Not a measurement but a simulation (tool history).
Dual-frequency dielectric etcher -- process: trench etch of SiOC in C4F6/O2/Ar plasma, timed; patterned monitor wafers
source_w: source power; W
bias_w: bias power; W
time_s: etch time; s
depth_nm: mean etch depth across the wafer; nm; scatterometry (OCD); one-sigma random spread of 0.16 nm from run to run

run  hour  source_w  bias_w  time_s  depth_nm
  1   0.0       470     204    15.5    35.614
  2   8.8       470     204    14.0    31.721
  3  14.0       470     204    15.5    35.353
  4  22.3       390     204    15.5    33.500
  5  29.8       430     209    15.5    34.931
     35.7  -- bias power generator calibrated
  6  35.7       460     212    15.5    35.965
  7  37.5       480     213    15.5    36.517

For run 8, what comes out?
  8  38.6       500     214    15.5         ?

Run 8 measured depth_nm 36.873 nm.
